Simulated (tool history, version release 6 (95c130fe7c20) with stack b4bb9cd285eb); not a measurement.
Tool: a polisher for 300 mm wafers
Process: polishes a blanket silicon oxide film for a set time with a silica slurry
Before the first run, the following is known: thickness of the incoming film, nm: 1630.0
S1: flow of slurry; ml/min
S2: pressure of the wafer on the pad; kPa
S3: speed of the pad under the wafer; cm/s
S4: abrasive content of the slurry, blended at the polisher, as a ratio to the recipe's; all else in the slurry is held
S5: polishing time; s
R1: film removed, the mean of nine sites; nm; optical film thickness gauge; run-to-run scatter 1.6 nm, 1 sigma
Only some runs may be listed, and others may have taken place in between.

run 1 hour=0.0 | S1=175 S2=31.7 S3=112 S4=1.0 S5=87 | R1=289.76
run 2 hour=6.2 | S1=175 S2=29.6 S3=110 S4=1.0 S5=87 | R1=262.99
run 3 hour=6.9 | S1=175 S2=29.6 S3=110 S4=1.2 S5=87 | R1=288.25
run 4 hour=12.0 | S1=175 S2=29.6 S3=122 S4=1.2 S5=87 | R1=309.96
run 5 hour=18.3 | S1=175 S2=29.6 S3=122 S4=1.2 S5=87 | R1=313.05
run 6 hour=26.3 | S1=175 S2=28.3 S3=118 S4=1.2 S5=87 | R1=292.56
run 7 hour=34.3 | S1=175 S2=26.9 S3=114 S4=1.2 S5=87 | R1=263.16
run 8 hour=41.4 | S1=175 S2=25.5 S3=112 S4=1.2 S5=87 | R1=244.48

Predict the results of run 9:
run 9 hour=50.4 | S1=175 S2=24.1 S3=112 S4=1.2 S5=87 | R1=?

{"run 9": {"R1": 231.67}}
